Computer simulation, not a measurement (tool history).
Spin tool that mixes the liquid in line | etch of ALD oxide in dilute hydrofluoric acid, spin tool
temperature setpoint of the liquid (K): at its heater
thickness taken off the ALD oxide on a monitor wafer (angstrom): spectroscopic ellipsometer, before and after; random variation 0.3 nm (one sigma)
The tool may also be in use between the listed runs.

| run | day | temperature setpoint of the liquid (K) | parts of water to one part of 49 % hydrofluoric acid (parts by volume) | time under the liquid (s) | thickness taken off the ALD oxide on a monitor wafer (angstrom) |
|---|---|---|---|---|---|
| 1 | 0 | 297.15 | 130 | 230 | 251.45 |
| 2 | 0.192 | 298.65 | 125 | 230 | 274.41 |
| 3 | 0.462 | 298.65 | 125 | 250 | 295.28 |
| 4 | 0.7 | 299.65 | 120 | 250 | 323.08 |
| 5 | 0.992 | 300.65 | 115 | 250 | 356.92 |
| 6 | 1.254 | 298.15 | 115 | 250 | 322.38 |
| 7 | 1.458 | 299.65 | 115 | 250 | 339.93 |
| 8 | 1.612 | 300.65 | 115 | 250 | 360.23 |
| 9 | 1.642 | 301.65 | 115 | 250 | 370.33 |
| 10 | 1.946 | 302.15 | 115 | 250 | 376.19 |
| 11 | 2.279 | 302.65 | 115 | 250 | 384.12 |
| 12 | 2.308 | 303.15 | 115 | 250 | 396.84 |

The next listed run, before its measurement:
| 13 | 2.362 | 303.65 | 115 | 250 | ? |

thickness taken off the ALD oxide on a monitor wafer (angstrom): 403.75

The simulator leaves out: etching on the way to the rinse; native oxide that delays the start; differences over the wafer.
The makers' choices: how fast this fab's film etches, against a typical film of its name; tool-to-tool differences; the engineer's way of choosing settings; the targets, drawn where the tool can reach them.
